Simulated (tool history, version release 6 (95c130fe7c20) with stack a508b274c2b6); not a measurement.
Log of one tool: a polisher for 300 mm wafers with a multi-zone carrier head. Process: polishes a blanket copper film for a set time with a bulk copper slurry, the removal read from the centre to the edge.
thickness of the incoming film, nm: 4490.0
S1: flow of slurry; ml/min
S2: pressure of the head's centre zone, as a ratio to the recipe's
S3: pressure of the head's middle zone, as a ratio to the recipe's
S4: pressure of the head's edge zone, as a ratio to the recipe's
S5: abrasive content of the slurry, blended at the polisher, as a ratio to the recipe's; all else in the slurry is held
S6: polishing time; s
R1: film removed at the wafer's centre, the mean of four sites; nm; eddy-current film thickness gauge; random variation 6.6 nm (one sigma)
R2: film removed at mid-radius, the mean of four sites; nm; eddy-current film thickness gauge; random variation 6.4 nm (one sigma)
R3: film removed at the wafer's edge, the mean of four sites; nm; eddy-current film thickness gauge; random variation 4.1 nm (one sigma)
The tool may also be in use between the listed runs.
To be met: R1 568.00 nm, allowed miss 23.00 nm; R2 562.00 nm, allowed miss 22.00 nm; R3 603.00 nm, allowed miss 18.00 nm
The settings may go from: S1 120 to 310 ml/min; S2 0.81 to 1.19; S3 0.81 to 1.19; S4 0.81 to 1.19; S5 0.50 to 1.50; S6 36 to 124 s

run 1 hour=0.0 | S1=200 S2=1.00 S3=1.00 S4=1.00 S5=1.00 S6=79 | R1=963.82 R2=974.16 R3=967.58
run 2 hour=0.6 | S1=200 S2=1.00 S3=1.00 S4=0.94 S5=1.00 S6=79 | R1=950.32 R2=971.37 R3=951.68
run 3 hour=4.7 | S1=195 S2=0.99 S3=0.97 S4=0.93 S5=0.85 S6=72 | R1=858.56 R2=838.78 R3=824.69
run 4 hour=11.1 | S1=195 S2=1.06 S3=0.97 S4=0.93 S5=0.85 S6=72 | R1=894.70 R2=841.34 R3=825.86
run 5 hour=13.2 | S1=180 S2=1.00 S3=0.95 S4=0.94 S5=0.75 S6=67 | R1=765.20 R2=719.03 R3=741.69
run 6 hour=16.7 | S1=170 S2=0.96 S3=0.94 S4=0.93 S5=0.70 S6=65 | R1=677.07 R2=686.67 R3=704.25
run 7 hour=18.8 | S1=165 S2=0.95 S3=0.92 S4=0.91 S5=0.65 S6=64 | R1=654.01 R2=636.15 R3=681.63
run 8 hour=21.0 | S1=160 S2=0.94 S3=0.92 S4=0.90 S5=0.60 S6=63 | R1=613.94 R2=618.14 R3=653.89
run 9 hour=24.9 | S1=155 S2=0.94 S3=0.91 S4=0.88 S5=0.55 S6=63 | R1=611.68 R2=606.16 R3=636.49
run 10 hour=32.5 | S1=150 S2=0.93 S3=0.90 S4=0.87 S5=0.55 S6=63 | R1=600.38 R2=601.69 R3=618.98
run 11 hour=36.6 | S1=145 S2=0.92 S3=0.89 S4=0.87 S5=0.55 S6=63 | R1=597.90 R2=583.26 R3=622.02

Which of these 5 next moves meets every target?
run A hour=40.7 | S1=145 S2=0.90 S3=0.93 S4=0.83 S5=0.50 S6=64 | R1=? R2=? R3=?
run B hour=40.7 | S1=145 S2=0.88 S3=0.93 S4=0.89 S5=0.50 S6=63 | R1=? R2=? R3=?
run C hour=40.7 | S1=260 S2=1.01 S3=0.95 S4=0.84 S5=0.60 S6=56 | R1=? R2=? R3=?
run D hour=40.7 | S1=125 S2=0.95 S3=0.86 S4=0.89 S5=0.55 S6=66 | R1=? R2=? R3=?
run E hour=40.7 | S1=140 S2=0.92 S3=0.88 S4=0.87 S5=0.60 S6=61 | R1=? R2=? R3=?

move=A R1=581.20 R2=601.31 R3=605.93
move=B R1=559.29 R2=591.93 R3=615.47
move=C R1=655.31 R2=607.05 R3=589.87
move=D R1=619.06 R2=571.20 R3=640.90
move=E R1=580.35 R2=561.61 R3=606.91
A: brings the result that was furthest off to its target, and leaves another outside
B: brings the result that was furthest off to its target, and leaves another outside
C: further off than the last run
D: further off than the last run
E: meets every target
Answer: E

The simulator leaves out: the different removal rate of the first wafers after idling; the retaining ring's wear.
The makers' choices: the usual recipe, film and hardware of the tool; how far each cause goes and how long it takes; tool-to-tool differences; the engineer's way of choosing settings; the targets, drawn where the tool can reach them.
